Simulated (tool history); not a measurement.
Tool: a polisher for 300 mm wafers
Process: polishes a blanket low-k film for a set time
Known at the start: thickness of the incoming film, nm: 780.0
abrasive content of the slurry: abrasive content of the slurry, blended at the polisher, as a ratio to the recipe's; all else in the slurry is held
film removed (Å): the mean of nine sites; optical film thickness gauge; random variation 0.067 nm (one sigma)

run,day,flow of slurry (ml/min),pressure of the wafer on the pad (kPa),speed of the pad under the wafer (m/s),abrasive content of the slurry,polishing time (s),film removed (Å)
1,0,145,9.7,1.16,1,53,194.28
2,0.3,145,9.7,1.28,1,53,210.04
3,0.433,145,9.7,1.28,0.8,53,176
4,0.771,145,7.6,1.28,0.8,53,137.82
5,1.042,145,7.6,1.42,0.8,53,151.21
6,1.35,135,6.2,1.4,0.8,53,120.5
7,1.704,120,5.5,1.4,0.8,53,105.88
8,1.912,110,5.5,1.4,0.8,53,102.74
9,2.217,105,5.5,1.4,0.8,53,102.15
10,2.571,100,5.5,1.4,0.8,53,101.89
11,2.875,95,4.1,1.4,0.8,53,75.515
12,2.908,135,4.1,1.4,0.8,53,82.557
13,3.154,145,4.1,1.4,0.8,53,83.883
14,3.304,155,4.1,1.4,0.8,53,83.964
15,3.488,160,4.1,1.4,0.8,53,85.647

Run 16 comes next. What will it give?
16,3.571,165,4.1,1.4,0.8,53,?

{"run 16": {"film removed (Å)": 87.231}}
